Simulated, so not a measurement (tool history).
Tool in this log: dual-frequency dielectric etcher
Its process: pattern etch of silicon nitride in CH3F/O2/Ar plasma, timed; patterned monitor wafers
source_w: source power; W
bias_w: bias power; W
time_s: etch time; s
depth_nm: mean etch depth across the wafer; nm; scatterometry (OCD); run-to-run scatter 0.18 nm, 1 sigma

Run 1, hour 0: source_w 340 W, bias_w 99 W, time_s 71 s. Result: depth_nm 52.334 nm.
Run 2, hour 7.8: source_w 390 W, bias_w 99 W, time_s 71 s. Result: depth_nm 55.686 nm.
Run 3, hour 11.1: source_w 370 W, bias_w 97 W, time_s 71 s. Result: depth_nm 54.116 nm.
Run 4, hour 12.8: source_w 350 W, bias_w 95 W, time_s 71 s. Result: depth_nm 52.558 nm.
Run 5, hour 18.3: source_w 330 W, bias_w 92 W, time_s 71 s. Result: depth_nm 51.331 nm.
Run 6, hour 22.5: source_w 330 W, bias_w 92 W, time_s 74.5 s. Result: depth_nm 53.263 nm.
Run 7, hour 27.5: source_w 320 W, bias_w 89 W, time_s 74.5 s. Result: depth_nm 52.115 nm.
Run 8, hour 32.4: source_w 310 W, bias_w 86 W, time_s 74.5 s. Result: depth_nm 51.184 nm.

Forecast run 9:
Run 9, hour 39.1: source_w 300 W, bias_w 83 W, time_s 74.5 s. Result: depth_nm ?.

depth_nm: 49.707 nm
